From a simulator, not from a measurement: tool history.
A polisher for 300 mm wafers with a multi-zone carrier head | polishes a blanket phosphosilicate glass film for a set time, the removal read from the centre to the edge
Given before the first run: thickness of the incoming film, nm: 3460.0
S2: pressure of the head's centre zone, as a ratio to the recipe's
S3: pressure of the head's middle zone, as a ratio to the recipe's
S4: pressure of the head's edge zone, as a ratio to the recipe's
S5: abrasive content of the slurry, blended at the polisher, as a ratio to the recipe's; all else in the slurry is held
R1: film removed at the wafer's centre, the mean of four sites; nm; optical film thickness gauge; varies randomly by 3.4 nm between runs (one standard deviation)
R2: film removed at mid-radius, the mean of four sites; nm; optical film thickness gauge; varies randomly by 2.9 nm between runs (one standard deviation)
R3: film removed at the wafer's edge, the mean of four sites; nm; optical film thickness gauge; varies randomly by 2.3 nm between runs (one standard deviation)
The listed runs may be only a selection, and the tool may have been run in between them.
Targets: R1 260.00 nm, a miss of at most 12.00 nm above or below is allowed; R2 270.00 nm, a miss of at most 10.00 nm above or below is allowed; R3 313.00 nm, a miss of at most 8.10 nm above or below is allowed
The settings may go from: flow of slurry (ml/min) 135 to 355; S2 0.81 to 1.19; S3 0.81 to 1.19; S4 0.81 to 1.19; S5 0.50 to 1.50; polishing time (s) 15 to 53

{"run": 1, "hour": 0.0, "flow of slurry (ml/min)": 225, "S2": 1.0, "S3": 1.0, "S4": 1.0, "S5": 1.0, "polishing time (s)": 34, "R1": 228.84, "R2": 248.26, "R3": 250.18}
{"run": 2, "hour": 3.3, "flow of slurry (ml/min)": 225, "S2": 1.0, "S3": 0.94, "S4": 1.0, "S5": 1.0, "polishing time (s)": 34, "R1": 229.48, "R2": 235.42, "R3": 249.68}
{"run": 3, "hour": 11.9, "flow of slurry (ml/min)": 225, "S2": 1.0, "S3": 0.94, "S4": 1.0, "S5": 1.1, "polishing time (s)": 34, "R1": 240.13, "R2": 242.39, "R3": 258.37}
{"run": 4, "hour": 16.6, "flow of slurry (ml/min)": 185, "S2": 1.0, "S3": 0.94, "S4": 1.0, "S5": 1.1, "polishing time (s)": 34, "R1": 228.03, "R2": 234.86, "R3": 250.31}
{"run": 5, "hour": 24.1, "flow of slurry (ml/min)": 185, "S2": 1.0, "S3": 0.94, "S4": 1.0, "S5": 0.95, "polishing time (s)": 34, "R1": 224.92, "R2": 230.01, "R3": 238.78}
{"run": 6, "hour": 25.5, "flow of slurry (ml/min)": 185, "S2": 1.0, "S3": 0.94, "S4": 1.0, "S5": 0.8, "polishing time (s)": 34, "R1": 207.7, "R2": 216.42, "R3": 230.93}
{"run": 7, "hour": 27.9, "flow of slurry (ml/min)": 210, "S2": 0.99, "S3": 0.94, "S4": 1.05, "S5": 0.9, "polishing time (s)": 34, "R1": 215.63, "R2": 226.2, "R3": 249.02}
{"run": 8, "hour": 35.1, "flow of slurry (ml/min)": 230, "S2": 1.01, "S3": 0.96, "S4": 1.09, "S5": 0.95, "polishing time (s)": 34, "R1": 229.19, "R2": 239.08, "R3": 259.07}
{"run": 9, "hour": 42.1, "flow of slurry (ml/min)": 250, "S2": 1.0, "S3": 0.95, "S4": 1.12, "S5": 1.0, "polishing time (s)": 34, "R1": 233.87, "R2": 239.68, "R3": 269.25}
{"run": 10, "hour": 44.7, "flow of slurry (ml/min)": 260, "S2": 0.99, "S3": 0.95, "S4": 1.14, "S5": 1.05, "polishing time (s)": 34, "R1": 234.26, "R2": 247.05, "R3": 274.66}
{"run": 11, "hour": 52.3, "flow of slurry (ml/min)": 265, "S2": 0.99, "S3": 0.94, "S4": 1.15, "S5": 1.1, "polishing time (s)": 34, "R1": 239.72, "R2": 244.77, "R3": 281.55}
{"run": 12, "hour": 58.4, "flow of slurry (ml/min)": 270, "S2": 0.99, "S3": 0.95, "S4": 1.16, "S5": 1.15, "polishing time (s)": 34, "R1": 248.12, "R2": 251.09, "R3": 291.05}
{"run": 13, "hour": 63.9, "flow of slurry (ml/min)": 275, "S2": 0.98, "S3": 0.96, "S4": 1.17, "S5": 1.2, "polishing time (s)": 34, "R1": 244.98, "R2": 262.12, "R3": 295.19}
{"run": 14, "hour": 65.3, "flow of slurry (ml/min)": 290, "S2": 1.0, "S3": 0.92, "S4": 1.19, "S5": 1.3, "polishing time (s)": 34, "R1": 260.69, "R2": 263.97, "R3": 301.48}
{"run": 15, "hour": 68.2, "flow of slurry (ml/min)": 290, "S2": 1.0, "S3": 0.92, "S4": 1.19, "S5": 1.3, "polishing time (s)": 34, "R1": 262.96, "R2": 263.36, "R3": 300.47}
{"run": 16, "hour": 69.1, "flow of slurry (ml/min)": 290, "S2": 0.99, "S3": 0.91, "S4": 1.19, "S5": 1.3, "polishing time (s)": 34, "R1": 256.09, "R2": 259.86, "R3": 307.26}
{"run": 17, "hour": 77.4, "flow of slurry (ml/min)": 295, "S2": 0.99, "S3": 0.92, "S4": 1.19, "S5": 1.3, "polishing time (s)": 34, "R1": 251.64, "R2": 263.52, "R3": 306.46}

Pick the move, out of 4, that brings all results within their allowed miss; only one does.
{"run": "A", "hour": 85.7, "flow of slurry (ml/min)": 310, "S2": 0.94, "S3": 0.87, "S4": 1.19, "S5": 1.2, "polishing time (s)": 34, "R1": "?", "R2": "?", "R3": "?"}
{"run": "B", "hour": 85.7, "flow of slurry (ml/min)": 310, "S2": 0.91, "S3": 0.9, "S4": 1.18, "S5": 1.2, "polishing time (s)": 35, "R1": "?", "R2": "?", "R3": "?"}
{"run": "C", "hour": 85.7, "flow of slurry (ml/min)": 310, "S2": 0.95, "S3": 0.91, "S4": 1.19, "S5": 1.2, "polishing time (s)": 36, "R1": "?", "R2": "?", "R3": "?"}
{"run": "D", "hour": 85.7, "flow of slurry (ml/min)": 330, "S2": 1.08, "S3": 0.95, "S4": 1.19, "S5": 1.15, "polishing time (s)": 35, "R1": "?", "R2": "?", "R3": "?"}

move=A R1=241.72 R2=246.56 R3=298.71
move=B R1=240.80 R2=259.21 R3=306.05
move=C R1=258.76 R2=268.40 R3=316.16
move=D R1=284.66 R2=265.94 R3=304.56
A: the biggest miss grows against the last run
B: the furthest-off result lands on target, but another misses its tolerance
C: all results land within tolerance of their targets
D: the biggest miss grows against the last run
Answer: C

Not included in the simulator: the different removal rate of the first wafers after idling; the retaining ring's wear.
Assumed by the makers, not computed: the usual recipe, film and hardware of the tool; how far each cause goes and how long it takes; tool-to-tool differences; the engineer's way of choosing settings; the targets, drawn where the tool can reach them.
